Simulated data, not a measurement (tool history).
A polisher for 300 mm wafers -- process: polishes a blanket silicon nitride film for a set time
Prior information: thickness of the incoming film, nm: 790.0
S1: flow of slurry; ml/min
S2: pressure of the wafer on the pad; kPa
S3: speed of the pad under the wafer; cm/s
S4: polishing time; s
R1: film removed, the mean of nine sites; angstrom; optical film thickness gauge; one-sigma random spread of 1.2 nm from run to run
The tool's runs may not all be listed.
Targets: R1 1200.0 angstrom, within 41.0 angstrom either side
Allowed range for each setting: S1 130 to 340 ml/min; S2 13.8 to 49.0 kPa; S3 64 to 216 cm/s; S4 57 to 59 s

| run | day | S1 | S2 | S3 | S4 | R1 |
|---|---|---|---|---|---|---|
| 1 | 0.000 | 220 | 31.0 | 140 | 57 | 1854.7 |
| 2 | 0.171 | 220 | 31.0 | 110 | 57 | 1519.9 |
| 3 | 0.517 | 220 | 31.0 | 122 | 57 | 1641.6 |
| 4 | 0.812 | 220 | 29.6 | 122 | 57 | 1577.1 |
| 5 | 1.121 | 220 | 24.8 | 122 | 57 | 1374.4 |
| 6 | 1.408 | 245 | 24.8 | 122 | 57 | 1354.5 |
| 7 | 1.496 | 245 | 24.8 | 122 | 57 | 1359.6 |
| 8 | 1.583 | 245 | 24.1 | 122 | 57 | 1329.5 |
| 9 | 1.625 | 245 | 23.4 | 122 | 57 | 1266.5 |
| 10 | 1.758 | 245 | 22.8 | 122 | 57 | 1253.1 |

Of the 4 settings listed for the next run, only one would bring every result within its allowed miss of target. Which one?
| A | 1.892 | 140 | 25.5 | 124 | 59 | ? |
| B | 1.892 | 275 | 24.1 | 114 | 59 | ? |
| C | 1.892 | 260 | 20.7 | 136 | 59 | ? |
| D | 1.892 | 235 | 22.8 | 116 | 57 | ? |

| move | R1 |
|---|---|
| A | 1385.5 |
| B | 1330.9 |
| C | 1333.7 |
| D | 1220.2 |
A: the biggest miss grows against the last run
B: the biggest miss grows against the last run
C: the biggest miss grows against the last run
D: meets every target
D meets every target.

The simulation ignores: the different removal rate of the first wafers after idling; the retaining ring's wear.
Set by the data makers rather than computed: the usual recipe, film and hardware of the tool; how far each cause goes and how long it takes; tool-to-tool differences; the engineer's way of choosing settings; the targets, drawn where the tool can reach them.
